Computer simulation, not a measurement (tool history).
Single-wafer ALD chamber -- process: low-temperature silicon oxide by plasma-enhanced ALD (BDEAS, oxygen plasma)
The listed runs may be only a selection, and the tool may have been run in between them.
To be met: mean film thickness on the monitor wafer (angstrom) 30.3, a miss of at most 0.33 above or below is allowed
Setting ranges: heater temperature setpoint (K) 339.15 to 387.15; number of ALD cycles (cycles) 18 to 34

run,hour,heater temperature setpoint (K),number of ALD cycles (cycles),mean film thickness on the monitor wafer (angstrom)
1,0,363.15,26,40.15
2,1,363.15,23,35.364
3,9.7,358.15,23,35.852
4,12.1,351.15,23,36.704
5,12.7,351.15,25,39.767
6,13.4,351.15,23,36.623
7,19.4,363.15,20,30.815
8,26.7,364.15,20,30.576

4 candidate next runs follow, results not yet known. Just one meets every target within its allowed miss. Identify it.
A,34,360.15,20,?
B,34,360.15,19,?
C,34,359.15,20,?
D,34,352.15,19,?

move,mean film thickness on the monitor wafer (angstrom)
A,30.936
B,29.389
C,31.03
D,30.103
A: further off than the last run
B: takes the result that was furthest off past its target
C: further off than the last run
D: every result within its allowed miss
D meets every target.
